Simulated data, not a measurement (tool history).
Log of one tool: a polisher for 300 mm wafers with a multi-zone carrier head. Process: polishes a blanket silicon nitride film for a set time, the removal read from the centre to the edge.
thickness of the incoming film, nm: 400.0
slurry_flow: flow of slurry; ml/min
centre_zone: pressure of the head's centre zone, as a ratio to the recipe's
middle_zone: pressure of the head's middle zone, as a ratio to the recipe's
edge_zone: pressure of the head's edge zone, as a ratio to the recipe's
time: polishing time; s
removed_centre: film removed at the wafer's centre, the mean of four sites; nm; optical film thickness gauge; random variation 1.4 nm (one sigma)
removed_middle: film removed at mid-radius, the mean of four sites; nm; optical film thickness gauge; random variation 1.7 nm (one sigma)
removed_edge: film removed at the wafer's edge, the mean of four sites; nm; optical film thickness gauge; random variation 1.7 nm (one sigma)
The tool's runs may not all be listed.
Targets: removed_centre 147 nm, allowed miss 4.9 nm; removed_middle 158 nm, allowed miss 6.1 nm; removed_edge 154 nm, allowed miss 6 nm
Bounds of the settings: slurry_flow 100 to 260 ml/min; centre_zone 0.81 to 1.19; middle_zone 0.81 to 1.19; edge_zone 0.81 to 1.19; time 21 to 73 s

run	hour	slurry_flow	centre_zone	middle_zone	edge_zone	time	removed_centre	removed_middle	removed_edge
1	0	165	1	1	1	47	115.69	121.03	117.03
2	2.1	170	1	1.01	1.02	48	117.05	123.93	122.85
3	8	175	1.01	1.03	1.03	49	124.52	130.28	122.36
4	13.7	175	1.01	1.03	1.03	53	133.8	142.74	132.78
5	17.7	175	1.01	1.03	1.09	53	133.94	139.72	139.07
6	19.8	180	1.01	1.04	1.1	53	134.82	143.37	138.67
7	28	185	1.01	1.04	1.11	53	134.8	144.45	141.92
8	34.4	190	1.01	1.04	1.12	53	136.62	146.66	143.12
9	40.4	195	1.01	1.04	1.13	53	134.68	145.46	144.25
10	41.4	200	1.02	1.04	1.14	53	138.13	147.86	146.04
11	45.8	205	1.02	1.04	1.14	53	139.24	144.21	142.65

5 next moves are on the table. One of them brings every result within its allowed miss. Which?
A	50.2	215	0.97	1.05	1.19	51	?	?	?
B	50.2	195	0.89	1.1	1.16	57	?	?	?
C	50.2	210	1	1.03	1.1	57	?	?	?
D	50.2	260	1.02	0.82	1.19	53	?	?	?
E	50.2	220	1.05	0.81	1.19	54	?	?	?

move	removed_centre	removed_middle	removed_edge
A	129.6	144.86	138.79
B	130.7	166.08	151.29
C	148.77	158.74	148.62
D	145.32	125.5	147.37
E	148.91	123.91	147.79
A: further off than the last run
B: takes the result that was furthest off past its target
C: meets every target
D: further off than the last run
E: further off than the last run
The right move is C.
